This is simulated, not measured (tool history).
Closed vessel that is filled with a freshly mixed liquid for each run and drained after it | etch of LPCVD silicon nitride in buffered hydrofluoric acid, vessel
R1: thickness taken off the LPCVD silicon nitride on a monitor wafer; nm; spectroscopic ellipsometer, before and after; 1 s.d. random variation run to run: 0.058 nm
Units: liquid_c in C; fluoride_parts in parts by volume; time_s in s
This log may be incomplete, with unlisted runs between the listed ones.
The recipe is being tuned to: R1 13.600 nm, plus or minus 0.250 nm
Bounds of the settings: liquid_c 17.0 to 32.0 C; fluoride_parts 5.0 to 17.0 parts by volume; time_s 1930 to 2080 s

{"run": 1, "hour": 0.0, "liquid_c": 25.0, "fluoride_parts": 10.5, "time_s": 1930, "R1": 27.705}
{"run": 2, "hour": 4.7, "liquid_c": 23.0, "fluoride_parts": 11.5, "time_s": 1930, "R1": 22.562}
{"run": 3, "hour": 13.1, "liquid_c": 21.5, "fluoride_parts": 12.0, "time_s": 1930, "R1": 20.23}
{"run": 4, "hour": 20.7, "liquid_c": 24.0, "fluoride_parts": 12.0, "time_s": 1930, "R1": 22.986}
{"run": 5, "hour": 26.7, "liquid_c": 22.5, "fluoride_parts": 12.5, "time_s": 1930, "R1": 20.465}
{"run": 6, "hour": 32.0, "liquid_c": 19.0, "fluoride_parts": 12.5, "time_s": 1930, "R1": 16.873}
{"run": 7, "hour": 38.2, "liquid_c": 18.5, "fluoride_parts": 13.0, "time_s": 1930, "R1": 15.675}
{"run": 8, "hour": 41.1, "liquid_c": 18.0, "fluoride_parts": 13.0, "time_s": 1930, "R1": 15.255}
{"run": 9, "hour": 43.5, "liquid_c": 17.5, "fluoride_parts": 13.5, "time_s": 1930, "R1": 14.318}
{"run": 10, "hour": 49.5, "liquid_c": 17.0, "fluoride_parts": 13.5, "time_s": 1930, "R1": 13.99}
{"run": 11, "hour": 56.0, "liquid_c": 17.0, "fluoride_parts": 13.5, "time_s": 1930, "R1": 13.97}

Exercise: of the 4 proposed moves below, exactly one satisfies all targets within the stated allowed misses. Which move is it?
{"run": "A", "hour": 62.5, "liquid_c": 18.5, "fluoride_parts": 14.5, "time_s": 1975, "R1": "?"}
{"run": "B", "hour": 62.5, "liquid_c": 17.0, "fluoride_parts": 14.0, "time_s": 2055, "R1": "?"}
{"run": "C", "hour": 62.5, "liquid_c": 18.5, "fluoride_parts": 15.5, "time_s": 2070, "R1": "?"}
{"run": "D", "hour": 62.5, "liquid_c": 18.0, "fluoride_parts": 15.0, "time_s": 1965, "R1": "?"}

move=A R1=14.520
move=B R1=14.359
move=C R1=14.252
move=D R1=13.582
A: lands further from the targets than the last run did
B: lands further from the targets than the last run did
C: lands further from the targets than the last run did
D: every result within its allowed miss
Go with D: it meets all targets.

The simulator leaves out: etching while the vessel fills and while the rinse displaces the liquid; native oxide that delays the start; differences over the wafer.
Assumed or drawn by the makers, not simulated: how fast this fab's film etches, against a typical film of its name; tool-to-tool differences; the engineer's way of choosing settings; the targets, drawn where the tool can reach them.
